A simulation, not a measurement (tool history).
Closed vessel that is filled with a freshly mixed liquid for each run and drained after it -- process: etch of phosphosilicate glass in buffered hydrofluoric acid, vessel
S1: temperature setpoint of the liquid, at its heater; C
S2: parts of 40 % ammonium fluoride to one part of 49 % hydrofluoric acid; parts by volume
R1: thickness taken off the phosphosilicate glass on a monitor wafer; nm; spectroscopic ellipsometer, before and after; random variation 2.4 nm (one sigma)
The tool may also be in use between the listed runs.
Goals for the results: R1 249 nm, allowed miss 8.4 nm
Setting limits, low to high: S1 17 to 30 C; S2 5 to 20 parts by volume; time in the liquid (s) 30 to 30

Run 1, hour 0: S1 22 C, S2 12 parts by volume, time in the liquid (s) 30. Result: R1 111.57 nm.
Run 2, hour 1.8: S1 22 C, S2 15 parts by volume, time in the liquid (s) 30. Result: R1 87.946 nm.
Run 3, hour 9: S1 22 C, S2 15 parts by volume, time in the liquid (s) 30. Result: R1 86.875 nm.
Run 4, hour 16.7: S1 23 C, S2 14 parts by volume, time in the liquid (s) 30. Result: R1 97.579 nm.
Run 5, hour 18.5: S1 24.5 C, S2 14 parts by volume, time in the liquid (s) 30. Result: R1 106.96 nm.
Run 6, hour 27.2: S1 25.5 C, S2 13 parts by volume, time in the liquid (s) 30. Result: R1 122.6 nm.
Run 7, hour 29.2: S1 26 C, S2 12 parts by volume, time in the liquid (s) 30. Result: R1 135.78 nm.
Run 8, hour 32.6: S1 26.5 C, S2 11.5 parts by volume, time in the liquid (s) 30. Result: R1 145.49 nm.
Run 9, hour 33.3: S1 27 C, S2 11 parts by volume, time in the liquid (s) 30. Result: R1 156.29 nm.
Run 10, hour 34.3: S1 27.5 C, S2 10.5 parts by volume, time in the liquid (s) 30. Result: R1 169.62 nm.
Run 11, hour 35.1: S1 28 C, S2 10 parts by volume, time in the liquid (s) 30. Result: R1 182.13 nm.
Run 12, hour 40: S1 28.5 C, S2 9.5 parts by volume, time in the liquid (s) 30. Result: R1 195.62 nm.
Run 13, hour 43: S1 28.5 C, S2 9 parts by volume, time in the liquid (s) 30. Result: R1 203.47 nm.
Run 14, hour 50.4: S1 29.5 C, S2 8 parts by volume, time in the liquid (s) 30. Result: R1 230.96 nm.
Run 15, hour 57.1: S1 30 C, S2 7.5 parts by volume, time in the liquid (s) 30. Result: R1 261.49 nm.

5 next moves are on the table. One of them brings every result within its allowed miss. Which?
Run A, hour 63.8: S1 30 C, S2 7 parts by volume, time in the liquid (s) 30. Result: R1 ?.
Run B, hour 63.8: S1 27.5 C, S2 6.5 parts by volume, time in the liquid (s) 30. Result: R1 ?.
Run C, hour 63.8: S1 29.5 C, S2 7.5 parts by volume, time in the liquid (s) 30. Result: R1 ?.
Run D, hour 63.8: S1 24 C, S2 5 parts by volume, time in the liquid (s) 30. Result: R1 ?.
Run E, hour 63.8: S1 27 C, S2 6 parts by volume, time in the liquid (s) 30. Result: R1 ?.

move      R1
   A  279.85
   B  265.66
   C  252.97
   D  277.95
   E  279.38
A: the biggest miss grows against the last run
B: the biggest miss grows against the last run
C: in spec on every target
D: the biggest miss grows against the last run
E: the biggest miss grows against the last run
C is the move that brings every result within its allowed miss.
